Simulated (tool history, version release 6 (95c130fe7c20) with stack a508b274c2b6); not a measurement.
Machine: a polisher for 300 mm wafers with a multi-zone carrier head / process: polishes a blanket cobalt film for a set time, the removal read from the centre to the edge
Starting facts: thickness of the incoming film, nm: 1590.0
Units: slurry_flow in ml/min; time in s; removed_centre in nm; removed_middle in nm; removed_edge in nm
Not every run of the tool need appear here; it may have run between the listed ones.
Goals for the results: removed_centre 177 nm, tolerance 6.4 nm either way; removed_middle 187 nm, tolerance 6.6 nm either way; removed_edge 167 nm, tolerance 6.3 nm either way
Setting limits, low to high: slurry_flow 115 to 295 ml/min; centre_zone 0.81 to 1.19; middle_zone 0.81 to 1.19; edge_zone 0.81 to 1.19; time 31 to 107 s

{"run": 1, "hour": 0.0, "slurry_flow": 190, "centre_zone": 1, "middle_zone": 1, "edge_zone": 1, "time": 69, "removed_centre": 281.48, "removed_middle": 279.69, "removed_edge": 287.45}
{"run": 2, "hour": 4.8, "slurry_flow": 190, "centre_zone": 1, "middle_zone": 1.01, "edge_zone": 0.98, "time": 65, "removed_centre": 262, "removed_middle": 263.95, "removed_edge": 265.07}
{"run": 3, "hour": 13.4, "slurry_flow": 190, "centre_zone": 1.03, "middle_zone": 1.01, "edge_zone": 0.98, "time": 65, "removed_centre": 273.24, "removed_middle": 263.51, "removed_edge": 265.75}
{"run": 4, "hour": 16.7, "slurry_flow": 190, "centre_zone": 1.03, "middle_zone": 1.02, "edge_zone": 0.96, "time": 62, "removed_centre": 261.55, "removed_middle": 254.58, "removed_edge": 248.56}
{"run": 5, "hour": 23.8, "slurry_flow": 190, "centre_zone": 1.03, "middle_zone": 1.06, "edge_zone": 0.96, "time": 62, "removed_centre": 263.15, "removed_middle": 260.78, "removed_edge": 257.69}
{"run": 6, "hour": 31.0, "slurry_flow": 195, "centre_zone": 1.01, "middle_zone": 1.04, "edge_zone": 0.94, "time": 60, "removed_centre": 247.95, "removed_middle": 250.7, "removed_edge": 241.82}
{"run": 7, "hour": 34.7, "slurry_flow": 245, "centre_zone": 0.91, "middle_zone": 0.94, "edge_zone": 0.84, "time": 41, "removed_centre": 156.73, "removed_middle": 160.95, "removed_edge": 164.3}
{"run": 8, "hour": 35.2, "slurry_flow": 245, "centre_zone": 0.92, "middle_zone": 0.96, "edge_zone": 0.84, "time": 41, "removed_centre": 160.93, "removed_middle": 166.7, "removed_edge": 163.51}
{"run": 9, "hour": 39.5, "slurry_flow": 245, "centre_zone": 0.93, "middle_zone": 0.97, "edge_zone": 0.84, "time": 41, "removed_centre": 164.13, "removed_middle": 167.74, "removed_edge": 162.39}
{"run": 10, "hour": 43.6, "slurry_flow": 245, "centre_zone": 0.93, "middle_zone": 0.97, "edge_zone": 0.84, "time": 41, "removed_centre": 161.3, "removed_middle": 166.4, "removed_edge": 166.46}
{"run": 11, "hour": 50.5, "slurry_flow": 245, "centre_zone": 0.94, "middle_zone": 0.99, "edge_zone": 0.84, "time": 41, "removed_centre": 166.55, "removed_middle": 171.72, "removed_edge": 165.23}
{"run": 12, "hour": 59.1, "slurry_flow": 245, "centre_zone": 0.94, "middle_zone": 1, "edge_zone": 0.84, "time": 41, "removed_centre": 162.51, "removed_middle": 173.05, "removed_edge": 163.18}
{"hour": 61.3, "done": "worn pad replaced by a new one"}
{"run": 13, "hour": 61.3, "slurry_flow": 245, "centre_zone": 0.95, "middle_zone": 1.01, "edge_zone": 0.84, "time": 41, "removed_centre": 174.46, "removed_middle": 183.99, "removed_edge": 172.74}

Consider the 5 candidate settings below. Which is the only one whose results all fall within their allowed miss of target?
{"run": "A", "hour": 63.5, "slurry_flow": 205, "centre_zone": 1.04, "middle_zone": 1.03, "edge_zone": 0.82, "time": 39, "removed_centre": "?", "removed_middle": "?", "removed_edge": "?"}
{"run": "B", "hour": 63.5, "slurry_flow": 235, "centre_zone": 0.99, "middle_zone": 1.07, "edge_zone": 0.81, "time": 40, "removed_centre": "?", "removed_middle": "?", "removed_edge": "?"}
{"run": "C", "hour": 63.5, "slurry_flow": 255, "centre_zone": 1.05, "middle_zone": 1.1, "edge_zone": 0.81, "time": 36, "removed_centre": "?", "removed_middle": "?", "removed_edge": "?"}
{"run": "D", "hour": 63.5, "slurry_flow": 280, "centre_zone": 0.96, "middle_zone": 1.01, "edge_zone": 0.81, "time": 38, "removed_centre": "?", "removed_middle": "?", "removed_edge": "?"}
{"run": "E", "hour": 63.5, "slurry_flow": 265, "centre_zone": 0.92, "middle_zone": 1.02, "edge_zone": 0.85, "time": 42, "removed_centre": "?", "removed_middle": "?", "removed_edge": "?"}

move=A removed_centre=175.64 removed_middle=171.6 removed_edge=162.72
move=B removed_centre=175.18 removed_middle=185.38 removed_edge=168.63
move=C removed_centre=169.23 removed_middle=172.52 removed_edge=152.87
move=D removed_centre=165.02 removed_middle=171.23 removed_edge=162.85
move=E removed_centre=173.57 removed_middle=189.71 removed_edge=181.59
A: brings the result that was furthest off to its target, and leaves another outside
B: meets every target
C: takes the result that was furthest off past its target
D: brings the result that was furthest off to its target, and leaves another outside
E: lands further from the targets than the last run did
The move that meets every target is B.
